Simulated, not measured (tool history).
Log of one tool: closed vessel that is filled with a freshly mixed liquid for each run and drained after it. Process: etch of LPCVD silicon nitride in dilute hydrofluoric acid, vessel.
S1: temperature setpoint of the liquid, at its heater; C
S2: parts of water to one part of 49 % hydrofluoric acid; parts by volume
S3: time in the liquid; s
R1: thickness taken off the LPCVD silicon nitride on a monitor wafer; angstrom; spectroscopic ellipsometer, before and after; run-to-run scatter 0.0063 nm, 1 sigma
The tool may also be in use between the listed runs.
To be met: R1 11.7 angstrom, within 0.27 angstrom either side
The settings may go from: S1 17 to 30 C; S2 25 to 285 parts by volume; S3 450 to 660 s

run  hour    S1   S2   S3      R1
  1     0    22  155  660  16.442
  2   8.4    22  155  450      11
  3    16    22  155  660  16.379
  4  19.5  24.5  155  660  19.221
  5  22.9  24.5  115  660  25.786
  6  27.9    28  115  660  32.594
  7  32.7  26.5  120  660  28.075
  8  40.9    25  125  660  24.551
  9    44    24  130  660  22.065
 10    49    23  130  660   20.59
 11  56.5    22  135  660  18.662
 12  62.9  21.5  135  660  18.074

5 candidate next runs follow, results not yet known. Just one meets every target within its allowed miss. Identify it.
  A  69.3  18.5  120  450   ?
  B  69.3    18  135  520   ?
  C  69.3  19.5  120  460   ?
  D  69.3  20.5  150  480   ?
  E  69.3    22  160  490   ?

move      R1
   A  11.241
   B  11.199
   C  12.301
   D  11.044
   E  11.685
A: moves the result that the last run missed by most past its target, out the other side
B: moves the result that the last run missed by most past its target, out the other side
C: closes in on the targets versus the last run, not all within tolerance yet
D: moves the result that the last run missed by most past its target, out the other side
E: each result inside its tolerance
Answer: E
